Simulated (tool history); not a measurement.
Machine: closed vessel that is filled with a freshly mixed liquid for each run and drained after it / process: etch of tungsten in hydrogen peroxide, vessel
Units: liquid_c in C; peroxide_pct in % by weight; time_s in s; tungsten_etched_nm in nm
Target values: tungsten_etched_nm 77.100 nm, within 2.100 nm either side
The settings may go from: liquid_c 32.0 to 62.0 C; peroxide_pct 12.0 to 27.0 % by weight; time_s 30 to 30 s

{"run": 1, "day": 0.0, "liquid_c": 46.0, "peroxide_pct": 18.0, "time_s": 30, "tungsten_etched_nm": 62.847}
{"run": 2, "day": 0.35, "liquid_c": 46.0, "peroxide_pct": 21.0, "time_s": 30, "tungsten_etched_nm": 68.375}
{"run": 3, "day": 0.642, "liquid_c": 46.0, "peroxide_pct": 21.0, "time_s": 30, "tungsten_etched_nm": 68.529}
{"run": 4, "day": 0.954, "liquid_c": 46.0, "peroxide_pct": 25.0, "time_s": 30, "tungsten_etched_nm": 74.737}
{"run": 5, "day": 1.0, "liquid_c": 46.0, "peroxide_pct": 25.0, "time_s": 30, "tungsten_etched_nm": 73.406}
{"run": 6, "day": 1.388, "liquid_c": 43.5, "peroxide_pct": 25.0, "time_s": 30, "tungsten_etched_nm": 63.905}
{"run": 7, "day": 1.517, "liquid_c": 44.0, "peroxide_pct": 25.0, "time_s": 30, "tungsten_etched_nm": 65.854}
{"run": 8, "day": 1.575, "liquid_c": 44.5, "peroxide_pct": 25.0, "time_s": 30, "tungsten_etched_nm": 68.68}
{"run": 9, "day": 1.667, "liquid_c": 45.0, "peroxide_pct": 25.0, "time_s": 30, "tungsten_etched_nm": 70.72}
{"run": 10, "day": 1.992, "liquid_c": 46.0, "peroxide_pct": 25.0, "time_s": 30, "tungsten_etched_nm": 74.783}

Pick the move, out of 4, that brings all results within their allowed miss; only one does.
{"run": "A", "day": 2.317, "liquid_c": 47.0, "peroxide_pct": 25.5, "time_s": 30, "tungsten_etched_nm": "?"}
{"run": "B", "day": 2.317, "liquid_c": 45.5, "peroxide_pct": 24.5, "time_s": 30, "tungsten_etched_nm": "?"}
{"run": "C", "day": 2.317, "liquid_c": 47.5, "peroxide_pct": 25.5, "time_s": 30, "tungsten_etched_nm": "?"}
{"run": "D", "day": 2.317, "liquid_c": 47.0, "peroxide_pct": 23.5, "time_s": 30, "tungsten_etched_nm": "?"}

move=A tungsten_etched_nm=80.057
move=B tungsten_etched_nm=71.442
move=C tungsten_etched_nm=82.585
move=D tungsten_etched_nm=76.853
A: takes the biggest miss from the last run beyond its target
B: moves away from the targets compared with the last run
C: takes the biggest miss from the last run beyond its target
D: in spec on every target
D meets every target.
